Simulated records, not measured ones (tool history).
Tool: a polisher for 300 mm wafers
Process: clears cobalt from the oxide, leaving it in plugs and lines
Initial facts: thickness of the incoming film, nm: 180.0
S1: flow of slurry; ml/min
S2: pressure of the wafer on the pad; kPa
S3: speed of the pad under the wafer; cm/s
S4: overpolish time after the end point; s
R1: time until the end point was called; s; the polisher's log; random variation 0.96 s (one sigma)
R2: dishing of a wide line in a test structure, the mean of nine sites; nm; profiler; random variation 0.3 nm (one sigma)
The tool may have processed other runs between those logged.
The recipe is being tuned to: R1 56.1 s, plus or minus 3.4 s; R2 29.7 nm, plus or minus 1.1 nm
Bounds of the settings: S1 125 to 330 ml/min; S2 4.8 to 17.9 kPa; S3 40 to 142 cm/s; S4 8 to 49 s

{"run": 1, "hour": 0.0, "S1": 210, "S2": 11, "S3": 90, "S4": 25, "R1": 54.043, "R2": 42.656}
{"run": 2, "hour": 6.9, "S1": 210, "S2": 11, "S3": 90, "S4": 17, "R1": 54.251, "R2": 34.956}
{"run": 3, "hour": 9.6, "S1": 210, "S2": 11, "S3": 90, "S4": 15, "R1": 53.111, "R2": 32.41}
{"run": 4, "hour": 13.1, "S1": 210, "S2": 11, "S3": 90, "S4": 21, "R1": 53.641, "R2": 39.069}
{"run": 5, "hour": 14.9, "S1": 210, "S2": 11, "S3": 90, "S4": 19, "R1": 56.402, "R2": 36.308}
{"run": 6, "hour": 16.8, "S1": 210, "S2": 11, "S3": 106, "S4": 19, "R1": 46.847, "R2": 39.421}
{"run": 7, "hour": 24.4, "S1": 210, "S2": 10.3, "S3": 106, "S4": 17, "R1": 49.455, "R2": 35.9}
{"run": 8, "hour": 31.3, "S1": 210, "S2": 9.7, "S3": 106, "S4": 16, "R1": 53.269, "R2": 33.564}
{"run": 9, "hour": 34.8, "S1": 210, "S2": 9.7, "S3": 106, "S4": 15, "R1": 51.271, "R2": 32.082}
{"run": 10, "hour": 38.3, "S1": 210, "S2": 9.7, "S3": 106, "S4": 15, "R1": 53.946, "R2": 31.887}
{"run": 11, "hour": 46.6, "S1": 210, "S2": 9, "S3": 106, "S4": 12, "R1": 56.008, "R2": 26.159}
{"run": 12, "hour": 52.3, "S1": 210, "S2": 9, "S3": 104, "S4": 13, "R1": 59.34, "R2": 27.848}

Which of these 4 next moves meets every target?
{"run": "A", "hour": 58.0, "S1": 220, "S2": 9.7, "S3": 80, "S4": 17, "R1": "?", "R2": "?"}
{"run": "B", "hour": 58.0, "S1": 200, "S2": 9.7, "S3": 104, "S4": 11, "R1": "?", "R2": "?"}
{"run": "C", "hour": 58.0, "S1": 260, "S2": 13.1, "S3": 72, "S4": 14, "R1": "?", "R2": "?"}
{"run": "D", "hour": 58.0, "S1": 190, "S2": 8.3, "S3": 98, "S4": 18, "R1": "?", "R2": "?"}

move=A R1=69.524 R2=29.645
move=B R1=54.346 R2=25.903
move=C R1=56.419 R2=29.894
move=D R1=67.1 R2=31.519
A: the furthest-off result lands on target, but another misses its tolerance
B: lands further from the targets than the last run did
C: hits every target within its allowed miss
D: moves the result that the last run missed by most past its target, out the other side
The right move is C.
